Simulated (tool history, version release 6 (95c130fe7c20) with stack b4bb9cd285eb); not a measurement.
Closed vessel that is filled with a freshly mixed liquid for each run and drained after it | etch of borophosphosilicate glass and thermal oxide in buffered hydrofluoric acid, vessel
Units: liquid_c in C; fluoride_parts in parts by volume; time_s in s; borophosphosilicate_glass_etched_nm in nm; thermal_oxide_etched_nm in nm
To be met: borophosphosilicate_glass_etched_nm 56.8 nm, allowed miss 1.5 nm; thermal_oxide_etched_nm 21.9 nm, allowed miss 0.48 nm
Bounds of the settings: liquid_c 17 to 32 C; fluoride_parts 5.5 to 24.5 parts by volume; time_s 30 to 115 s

run	hour	liquid_c	fluoride_parts	time_s	borophosphosilicate_glass_etched_nm	thermal_oxide_etched_nm
1	0	24	15	60	116.13	43.998
2	1.8	24	17.5	60	99.189	37.633
3	10.2	22	18.5	60	83.353	32.252
4	11.6	22	20.5	60	76.325	28.996
5	14.1	20.5	20.5	60	69.359	27.059
6	15.8	20	21	60	67.483	26.167
7	19.5	19.5	21.5	60	64.114	24.814
8	26.7	19	21.5	60	62.356	24.058
9	30	18.5	21.5	60	61.061	23.088

Which of these 5 next moves meets every target?
A	33.3	17	22.5	60	?	?
B	33.3	18.5	20.5	55	?	?
C	33.3	20	15.5	40	?	?
D	33.3	19.5	24.5	55	?	?
E	33.3	17	18	50	?	?

move	borophosphosilicate_glass_etched_nm	thermal_oxide_etched_nm
A	53.922	20.8
B	57.379	22.148
C	59.415	22.931
D	53.62	20.722
E	54.143	20.867
A: takes the result that was furthest off past its target
B: meets every target
C: nearer than the last run, and not there yet
D: takes the result that was furthest off past its target
E: takes the result that was furthest off past its target
Move B is the one to make.
